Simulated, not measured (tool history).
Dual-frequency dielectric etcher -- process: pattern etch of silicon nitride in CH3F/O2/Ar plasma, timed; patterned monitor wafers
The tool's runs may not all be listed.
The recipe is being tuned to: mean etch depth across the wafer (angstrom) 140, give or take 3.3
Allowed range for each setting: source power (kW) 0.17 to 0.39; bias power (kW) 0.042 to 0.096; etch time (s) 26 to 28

| run | hour | source power (kW) | bias power (kW) | etch time (s) | mean etch depth across the wafer (angstrom) |
|---|---|---|---|---|---|
| 1 | 0 | 0.28 | 0.069 | 28 | 164.89 |
| 2 | 4.7 | 0.28 | 0.064 | 28 | 161.42 |
| 3 | 8.9 | 0.26 | 0.062 | 28 | 153.52 |
| 4 | 16.2 | 0.26 | 0.068 | 28 | 160.21 |
| 5 | 19.4 | 0.3 | 0.068 | 28 | 168.82 |
| 6 | 20.9 | 0.28 | 0.066 | 28 | 160.71 |
| 7 | 22.3 | 0.26 | 0.065 | 28 | 155.55 |
| 8 | 23.5 | 0.25 | 0.064 | 28 | 152.73 |
| 9 | 25.4 | 0.24 | 0.063 | 28 | 149.56 |
| 10 | 33.8 | 0.24 | 0.063 | 28 | 152.05 |
| 11 | 42.2 | 0.23 | 0.062 | 28 | 148.72 |
| 12 | 48.2 | 0.22 | 0.061 | 28 | 145.62 |

Consider the 4 candidate settings below. Which is the only one whose results all fall within their allowed miss of target?
| A | 54.2 | 0.21 | 0.055 | 28 | ? |
| B | 54.2 | 0.25 | 0.062 | 27 | ? |
| C | 54.2 | 0.23 | 0.066 | 28 | ? |
| D | 54.2 | 0.26 | 0.057 | 28 | ? |

| move | mean etch depth across the wafer (angstrom) |
|---|---|
| A | 139.04 |
| B | 147.64 |
| C | 151.02 |
| D | 151.95 |
A: every result lands within tolerance
B: the biggest miss grows against the last run
C: the biggest miss grows against the last run
D: the biggest miss grows against the last run
A meets every target.

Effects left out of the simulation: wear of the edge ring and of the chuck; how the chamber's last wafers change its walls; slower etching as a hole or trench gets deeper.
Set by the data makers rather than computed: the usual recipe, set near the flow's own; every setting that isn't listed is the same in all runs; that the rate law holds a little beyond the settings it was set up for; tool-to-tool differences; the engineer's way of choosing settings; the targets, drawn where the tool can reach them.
